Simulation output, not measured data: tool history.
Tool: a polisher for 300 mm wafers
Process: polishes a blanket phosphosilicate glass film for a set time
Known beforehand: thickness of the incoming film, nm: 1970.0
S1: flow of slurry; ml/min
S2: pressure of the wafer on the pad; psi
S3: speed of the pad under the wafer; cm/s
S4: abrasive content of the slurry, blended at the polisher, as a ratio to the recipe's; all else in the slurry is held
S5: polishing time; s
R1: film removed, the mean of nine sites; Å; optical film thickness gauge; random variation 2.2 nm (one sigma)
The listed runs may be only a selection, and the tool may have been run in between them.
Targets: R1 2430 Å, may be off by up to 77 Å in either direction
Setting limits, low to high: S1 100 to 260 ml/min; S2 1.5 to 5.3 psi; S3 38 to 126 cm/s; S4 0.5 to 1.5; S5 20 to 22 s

Run 1, hour 0: S1 165 ml/min, S2 3.4 psi, S3 82 cm/s, S4 1, S5 22 s. Result: R1 1437.6 Å.
Run 2, hour 0.8: S1 170 ml/min, S2 3.6 psi, S3 82 cm/s, S4 1, S5 22 s. Result: R1 1529.8 Å.
Run 3, hour 3: S1 150 ml/min, S2 3.6 psi, S3 82 cm/s, S4 1, S5 22 s. Result: R1 1500 Å.
Run 4, hour 10.8: S1 150 ml/min, S2 4.4 psi, S3 82 cm/s, S4 1, S5 22 s. Result: R1 1823 Å.
Run 5, hour 16.7: S1 155 ml/min, S2 4.5 psi, S3 82 cm/s, S4 1, S5 22 s. Result: R1 1901.7 Å.
Run 6, hour 19.6: S1 160 ml/min, S2 4.6 psi, S3 82 cm/s, S4 1, S5 22 s. Result: R1 1942.4 Å.
Run 7, hour 24.6: S1 165 ml/min, S2 4.7 psi, S3 82 cm/s, S4 1, S5 22 s. Result: R1 1932.1 Å.
Run 8, hour 28.6: S1 165 ml/min, S2 4.7 psi, S3 82 cm/s, S4 1, S5 22 s. Result: R1 1971.8 Å.
At hour 31.4: slurry blender recalibrated.
Run 9, hour 31.4: S1 165 ml/min, S2 4.8 psi, S3 82 cm/s, S4 1, S5 22 s. Result: R1 2259.7 Å.
Run 10, hour 32: S1 175 ml/min, S2 4.8 psi, S3 82 cm/s, S4 1, S5 22 s. Result: R1 2285.1 Å.
Run 11, hour 40.8: S1 180 ml/min, S2 4.8 psi, S3 82 cm/s, S4 1, S5 22 s. Result: R1 2251.8 Å.
Run 12, hour 43.2: S1 185 ml/min, S2 4.8 psi, S3 82 cm/s, S4 1, S5 22 s. Result: R1 2263.3 Å.
Run 13, hour 51.5: S1 190 ml/min, S2 4.8 psi, S3 82 cm/s, S4 1, S5 22 s. Result: R1 2298.5 Å.
Run 14, hour 52.8: S1 200 ml/min, S2 4.8 psi, S3 82 cm/s, S4 1, S5 22 s. Result: R1 2278.6 Å.
Run 15, hour 56.9: S1 205 ml/min, S2 4.8 psi, S3 82 cm/s, S4 1, S5 22 s. Result: R1 2308.5 Å.
Run 16, hour 57.8: S1 215 ml/min, S2 4.8 psi, S3 82 cm/s, S4 1, S5 22 s. Result: R1 2310.9 Å.
Run 17, hour 60.9: S1 225 ml/min, S2 4.8 psi, S3 82 cm/s, S4 1, S5 22 s. Result: R1 2347.5 Å.

Exercise: of the 5 proposed moves below, exactly one satisfies all targets within the stated allowed misses. Which move is it?
Run A, hour 64: S1 225 ml/min, S2 4.9 psi, S3 76 cm/s, S4 1.05, S5 21 s. Result: R1 ?.
Run B, hour 64: S1 220 ml/min, S2 4.9 psi, S3 84 cm/s, S4 1.1, S5 21 s. Result: R1 ?.
Run C, hour 64: S1 260 ml/min, S2 4.2 psi, S3 82 cm/s, S4 1.3, S5 21 s. Result: R1 ?.
Run D, hour 64: S1 225 ml/min, S2 4.2 psi, S3 96 cm/s, S4 1.15, S5 20 s. Result: R1 ?.
Run E, hour 64: S1 185 ml/min, S2 4.7 psi, S3 78 cm/s, S4 1.15, S5 22 s. Result: R1 ?.

move      R1
   A  2214.2
   B  2427.4
   C  2247.3
   D  2242.6
   E  2315.8
A: the biggest miss grows against the last run
B: each result inside its tolerance
C: the biggest miss grows against the last run
D: the biggest miss grows against the last run
E: the biggest miss grows against the last run
B meets every target.

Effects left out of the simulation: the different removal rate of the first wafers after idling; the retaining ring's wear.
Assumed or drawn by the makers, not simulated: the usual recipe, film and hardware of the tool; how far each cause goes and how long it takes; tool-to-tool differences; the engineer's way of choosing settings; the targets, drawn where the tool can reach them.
